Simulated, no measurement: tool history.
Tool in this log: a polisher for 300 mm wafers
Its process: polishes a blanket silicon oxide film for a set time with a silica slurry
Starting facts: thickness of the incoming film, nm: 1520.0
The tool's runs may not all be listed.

run,hour,flow of slurry (ml/min),pressure of the wafer on the pad (kPa),speed of the pad under the wafer (cm/s),abrasive content of the slurry,polishing time (s),film removed (Å)
1,0.0,160,31.0,148,1.0,43,2301.1
2,7.5,160,37.2,148,1.0,43,2745.2
3,11.3,160,37.9,148,1.0,43,2782.8
4,12.9,190,37.9,148,1.0,43,2902.1
5,13.6,190,32.4,148,1.0,43,2449.2
6,15.7,190,32.4,128,1.0,43,2185.0

Forecast run 7:
7,19.0,190,33.8,128,1.0,43,?

Run 7 came out at film removed (Å) 2320.2.
